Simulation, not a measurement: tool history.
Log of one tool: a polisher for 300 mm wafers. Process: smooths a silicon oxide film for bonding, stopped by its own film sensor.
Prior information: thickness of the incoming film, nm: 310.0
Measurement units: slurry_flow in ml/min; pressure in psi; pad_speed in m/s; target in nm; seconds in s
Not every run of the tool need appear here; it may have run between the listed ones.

run,hour,slurry_flow,pressure,pad_speed,slurry_solids,target,seconds
1,0,215,2.6,0.74,1,282,33.593
2,6.9,215,2.6,0.88,1,282,30.027
3,8.2,215,2.6,0.96,1,282,26.752
4,11.9,215,3.1,0.96,1,282,23.195
5,18.2,215,3.1,1.14,1,282,19.967
6,24.6,215,3.1,1.14,1,282,20.102
7,30.6,210,2.5,1,0.95,282,28.491
8,32.7,210,2.1,0.92,0.95,282,34.859
9,35.1,210,1.8,0.88,0.95,282,44.104
10,36.4,210,1.7,0.88,0.95,282,45.165
# hour 39.5: slurry nozzle cleaned
11,39.5,210,1.6,0.88,0.95,282,43.515

Predict the results of run 12:
12,43.9,210,1.5,0.86,0.95,282,?

{"run 12": {"seconds": 48.783}}
